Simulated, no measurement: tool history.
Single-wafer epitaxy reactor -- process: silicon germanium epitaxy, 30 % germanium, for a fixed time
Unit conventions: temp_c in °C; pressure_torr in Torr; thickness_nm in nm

| run | hour | temp_c | pressure_torr | thickness_nm |
|---|---|---|---|---|
| 1 | 0.0 | 580 | 19.7 | 37.551 |
| 2 | 2.9 | 580 | 16.7 | 34.681 |
| 3 | 8.2 | 580 | 14.2 | 32.277 |
| 4 | 15.7 | 580 | 16.7 | 34.881 |
| 5 | 18.0 | 580 | 18.7 | 36.663 |
| 6 | 24.0 | 580 | 19.9 | 37.734 |
| 7 | 32.5 | 580 | 19.9 | 37.414 |

What will run 8 give?
| 8 | 37.8 | 585 | 20.0 | ? |

For run 8 the tool returned thickness_nm 41.024 nm.
